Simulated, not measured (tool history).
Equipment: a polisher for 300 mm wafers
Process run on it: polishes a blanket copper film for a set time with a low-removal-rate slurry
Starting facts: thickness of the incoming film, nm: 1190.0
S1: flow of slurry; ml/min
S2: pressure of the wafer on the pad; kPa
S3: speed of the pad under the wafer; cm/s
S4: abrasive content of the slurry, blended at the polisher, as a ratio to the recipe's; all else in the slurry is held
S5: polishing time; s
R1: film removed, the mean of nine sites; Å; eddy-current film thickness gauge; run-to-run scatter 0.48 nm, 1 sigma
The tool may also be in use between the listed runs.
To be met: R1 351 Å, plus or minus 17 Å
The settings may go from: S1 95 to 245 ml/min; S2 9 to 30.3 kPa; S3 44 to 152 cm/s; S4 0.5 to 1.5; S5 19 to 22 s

| run | hour | S1 | S2 | S3 | S4 | S5 | R1 |
|---|---|---|---|---|---|---|---|
| 1 | 0 | 155 | 19.3 | 98 | 1 | 22 | 667.56 |
| 2 | 1 | 155 | 17.2 | 96 | 1 | 22 | 578.84 |
| 3 | 6.9 | 155 | 15.2 | 96 | 1 | 22 | 528.96 |
| 4 | 7.5 | 120 | 15.2 | 96 | 1 | 22 | 494.9 |
| 5 | 10.4 | 120 | 13.1 | 96 | 1 | 22 | 426.7 |
| 6 | 18.3 | 120 | 15.9 | 96 | 1 | 22 | 512.89 |
| 7 | 24.3 | 120 | 14.5 | 96 | 1 | 22 | 479.18 |
| 8 | 27 | 120 | 13.1 | 96 | 1 | 22 | 441.03 |
| 9 | 35 | 120 | 9 | 94 | 1 | 22 | 312.89 |

5 next moves are on the table. One of them brings every result within its allowed miss. Which?
| A | 43 | 95 | 9 | 102 | 1 | 20 | ? |
| B | 43 | 140 | 9 | 82 | 0.95 | 21 | ? |
| C | 43 | 100 | 9.7 | 94 | 0.95 | 20 | ? |
| D | 43 | 110 | 11.7 | 102 | 1 | 22 | ? |
| E | 43 | 120 | 11 | 98 | 1 | 20 | ? |

| move | R1 |
|---|---|
| A | 288.45 |
| B | 277.48 |
| C | 288.04 |
| D | 413.55 |
| E | 353.5 |
A: misses by more than the last run did
B: misses by more than the last run did
C: misses by more than the last run did
D: the result that was furthest off in the last run now lies on the other side of its target
E: meets every target
The right move is E.
